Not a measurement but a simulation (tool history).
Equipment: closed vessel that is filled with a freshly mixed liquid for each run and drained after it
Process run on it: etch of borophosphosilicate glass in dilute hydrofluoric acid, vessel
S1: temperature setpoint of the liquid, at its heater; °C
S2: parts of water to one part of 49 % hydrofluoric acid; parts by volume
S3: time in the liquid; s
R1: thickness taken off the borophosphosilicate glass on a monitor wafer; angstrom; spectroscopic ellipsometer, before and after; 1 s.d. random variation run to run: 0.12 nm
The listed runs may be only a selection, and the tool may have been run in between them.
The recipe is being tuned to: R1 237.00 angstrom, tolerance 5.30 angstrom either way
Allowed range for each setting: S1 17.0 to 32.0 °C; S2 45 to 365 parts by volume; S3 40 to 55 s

run  hour    S1   S2  S3      R1
  1   0.0  24.0  205  55  138.36
  2   3.5  25.5  205  55  146.25
  3  10.6  26.5  195  55  159.95
  4  17.0  27.5  190  55  170.72
  5  21.7  28.5  185  55  183.28
  6  28.8  26.0  185  55  169.24
  7  31.8  26.0  185  55  168.69
  8  36.6  27.0  180  55  181.38
  9  40.0  28.0  175  55  193.60
 10  43.3  29.0  175  55  201.96

Pick the move, out of 5, that brings all results within their allowed miss; only one does.
  A  46.6  30.0  120  40   ?
  B  46.6  28.5  210  55   ?
  C  46.6  28.5  140  55   ?
  D  46.6  23.5  185  55   ?
  E  46.6  23.0  120  55   ?

move      R1
   A  235.82
   B  156.69
   C  256.11
   D  152.65
   E  248.30
A: in spec on every target
B: moves away from the targets compared with the last run
C: carries the result that was furthest off beyond its target, to the other side
D: moves away from the targets compared with the last run
E: carries the result that was furthest off beyond its target, to the other side
Move A is the one to make.
